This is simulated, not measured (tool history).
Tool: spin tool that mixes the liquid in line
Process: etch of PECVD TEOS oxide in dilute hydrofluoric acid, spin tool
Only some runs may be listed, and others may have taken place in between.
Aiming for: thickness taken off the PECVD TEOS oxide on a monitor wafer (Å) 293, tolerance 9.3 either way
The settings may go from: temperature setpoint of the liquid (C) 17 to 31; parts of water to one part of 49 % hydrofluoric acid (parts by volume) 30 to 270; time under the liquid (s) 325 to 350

| run | hour | temperature setpoint of the liquid (C) | parts of water to one part of 49 % hydrofluoric acid (parts by volume) | time under the liquid (s) | thickness taken off the PECVD TEOS oxide on a monitor wafer (Å) |
|---|---|---|---|---|---|
| 1 | 0 | 23 | 150 | 325 | 199.85 |
| 2 | 5.9 | 23 | 150 | 325 | 199.87 |
| 3 | 11 | 23 | 150 | 350 | 214.26 |
| 4 | 13.1 | 23 | 185 | 350 | 169.93 |
| 5 | 20 | 23 | 205 | 350 | 145.89 |
| 6 | 25.9 | 23 | 240 | 350 | 120.97 |
| 7 | 34.9 | 25.5 | 210 | 350 | 157.83 |
| 8 | 44 | 27 | 190 | 350 | 187.87 |
| 9 | 49.5 | 28 | 175 | 350 | 214 |
| 10 | 50.8 | 29 | 165 | 350 | 240.09 |
| 11 | 56.8 | 29.5 | 160 | 350 | 253.12 |
| 12 | 60.7 | 30 | 155 | 350 | 269.37 |
| 13 | 65 | 30.5 | 150 | 350 | 278.68 |

Exactly one of the 5 candidate moves below puts every result within its allowed miss. Which one?
| A | 69.3 | 30 | 155 | 350 | ? |
| B | 69.3 | 31 | 150 | 325 | ? |
| C | 69.3 | 25 | 115 | 325 | ? |
| D | 69.3 | 31 | 150 | 335 | ? |
| E | 69.3 | 31 | 145 | 325 | ? |

| move | thickness taken off the PECVD TEOS oxide on a monitor wafer (Å) |
|---|---|
| A | 269.3 |
| B | 269.56 |
| C | 294.2 |
| D | 277.86 |
| E | 280.74 |
A: lands further from the targets than the last run did
B: lands further from the targets than the last run did
C: in spec on every target
D: lands further from the targets than the last run did
E: closes in on the targets versus the last run, not all within tolerance yet
C meets every target.
